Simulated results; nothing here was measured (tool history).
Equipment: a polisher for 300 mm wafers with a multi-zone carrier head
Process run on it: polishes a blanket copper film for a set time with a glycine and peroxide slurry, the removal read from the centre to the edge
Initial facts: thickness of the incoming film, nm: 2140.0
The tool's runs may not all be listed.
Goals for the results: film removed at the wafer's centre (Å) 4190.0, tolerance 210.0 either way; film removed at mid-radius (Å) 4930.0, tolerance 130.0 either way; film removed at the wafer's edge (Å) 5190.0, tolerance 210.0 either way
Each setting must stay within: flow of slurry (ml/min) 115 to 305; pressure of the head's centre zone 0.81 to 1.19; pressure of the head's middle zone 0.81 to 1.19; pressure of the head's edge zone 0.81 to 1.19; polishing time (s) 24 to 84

| run | hour | flow of slurry (ml/min) | pressure of the head's centre zone | pressure of the head's middle zone | pressure of the head's edge zone | polishing time (s) | film removed at the wafer's centre (Å) | film removed at mid-radius (Å) | film removed at the wafer's edge (Å) |
|---|---|---|---|---|---|---|---|---|---|
| 1 | 0.0 | 195 | 1.00 | 1.00 | 1.00 | 54 | 4015.3 | 4020.8 | 4126.7 |
| 2 | 1.3 | 215 | 1.00 | 1.00 | 1.00 | 54 | 3950.1 | 4163.8 | 4054.9 |
| 3 | 7.8 | 215 | 0.93 | 1.00 | 1.00 | 54 | 3821.3 | 4179.9 | 4023.4 |
| 4 | 10.0 | 195 | 0.90 | 1.02 | 1.06 | 57 | 3717.3 | 4364.6 | 4352.2 |
| 5 | 12.9 | 195 | 0.90 | 0.97 | 1.06 | 57 | 3814.4 | 4186.3 | 4458.2 |
| 6 | 18.2 | 195 | 0.85 | 0.97 | 1.06 | 57 | 3610.4 | 4198.3 | 4378.1 |
| 7 | 25.5 | 210 | 0.87 | 0.98 | 1.09 | 59 | 3863.6 | 4425.3 | 4744.1 |
| 8 | 27.2 | 265 | 0.90 | 1.06 | 1.13 | 60 | 4195.4 | 4924.4 | 4908.0 |

4 candidate next runs follow, results not yet known. Just one meets every target within its allowed miss. Identify it.
| A | 28.9 | 275 | 1.00 | 1.06 | 1.04 | 57 | ? | ? | ? |
| B | 28.9 | 285 | 0.92 | 1.10 | 1.05 | 58 | ? | ? | ? |
| C | 28.9 | 305 | 0.88 | 1.03 | 1.19 | 60 | ? | ? | ? |
| D | 28.9 | 300 | 0.92 | 1.07 | 1.05 | 60 | ? | ? | ? |

| move | film removed at the wafer's centre (Å) | film removed at mid-radius (Å) | film removed at the wafer's edge (Å) |
|---|---|---|---|
| A | 4349.8 | 4739.8 | 4455.0 |
| B | 4115.9 | 4999.0 | 4565.5 |
| C | 4116.3 | 4923.3 | 5065.4 |
| D | 4281.8 | 5077.2 | 4743.8 |
A: the biggest miss grows against the last run
B: the biggest miss grows against the last run
C: meets every target
D: the biggest miss grows against the last run
Correct choice: C, which meets every target
